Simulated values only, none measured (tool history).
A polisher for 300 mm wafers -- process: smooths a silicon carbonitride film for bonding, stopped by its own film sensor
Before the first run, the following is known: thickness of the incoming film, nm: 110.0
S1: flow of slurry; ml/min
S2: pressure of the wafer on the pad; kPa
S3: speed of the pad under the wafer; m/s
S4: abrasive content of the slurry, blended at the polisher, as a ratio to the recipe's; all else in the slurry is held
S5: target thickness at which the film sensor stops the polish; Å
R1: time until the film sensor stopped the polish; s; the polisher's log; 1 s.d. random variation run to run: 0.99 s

run	day	S1	S2	S3	S4	S5	R1
1	0	265	16.5	1.08	1	840	100.04
2	0.308	265	15.9	1.08	1	840	99.342
3	0.362	300	15.9	1.08	1	840	99.468
4	0.629	300	15.9	0.96	1	840	108.87
5	0.662	295	15.9	0.96	1	840	108.48
6	0.929	295	18.6	0.96	1	840	98.076
7	1.296	290	17.9	0.96	1	840	102.45
8	1.633	285	17.2	0.96	1	840	104.23

Run 9 is up next; what results do you expect?
# day 1.954: slurry nozzle cleaned
9	1.954	280	16.5	0.96	1	840	?

Run 9 measured R1 102.38 s.
